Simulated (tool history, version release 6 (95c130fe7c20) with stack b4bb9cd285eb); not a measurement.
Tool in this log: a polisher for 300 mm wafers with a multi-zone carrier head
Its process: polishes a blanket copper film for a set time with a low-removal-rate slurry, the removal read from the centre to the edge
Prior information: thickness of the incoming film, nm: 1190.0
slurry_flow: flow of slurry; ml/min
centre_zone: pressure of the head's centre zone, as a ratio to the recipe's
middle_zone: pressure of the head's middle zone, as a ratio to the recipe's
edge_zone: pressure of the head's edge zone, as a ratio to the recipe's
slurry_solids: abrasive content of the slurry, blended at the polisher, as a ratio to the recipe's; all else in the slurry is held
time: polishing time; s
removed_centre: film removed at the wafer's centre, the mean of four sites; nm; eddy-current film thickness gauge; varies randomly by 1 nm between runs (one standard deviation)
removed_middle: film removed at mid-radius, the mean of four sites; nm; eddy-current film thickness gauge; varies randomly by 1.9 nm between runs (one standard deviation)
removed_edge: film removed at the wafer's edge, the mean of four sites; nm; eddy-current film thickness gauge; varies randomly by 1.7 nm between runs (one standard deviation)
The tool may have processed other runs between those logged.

run	hour	slurry_flow	centre_zone	middle_zone	edge_zone	slurry_solids	time	removed_centre	removed_middle	removed_edge
1	0.0	165	1.00	1.00	1.00	1.00	81	240.87	233.08	232.22
2	2.4	150	0.95	1.00	0.99	0.90	74	197.92	206.66	199.67
3	6.0	150	0.95	1.03	0.99	0.90	74	193.80	215.63	201.20
4	13.0	140	0.91	1.00	1.00	0.80	70	169.17	187.02	182.45
5	16.4	130	0.88	0.99	0.99	0.70	69	153.60	177.09	174.42
6	17.2	125	0.87	0.98	0.97	0.65	68	148.87	168.42	169.99
7	25.9	125	0.86	0.98	0.96	0.60	66	137.65	159.49	160.98

For run 8, what comes out?
8	29.0	125	0.85	0.98	0.93	0.60	66	?	?	?

removed_centre: 135.74 nm
removed_middle: 160.79 nm
removed_edge: 155.42 nm

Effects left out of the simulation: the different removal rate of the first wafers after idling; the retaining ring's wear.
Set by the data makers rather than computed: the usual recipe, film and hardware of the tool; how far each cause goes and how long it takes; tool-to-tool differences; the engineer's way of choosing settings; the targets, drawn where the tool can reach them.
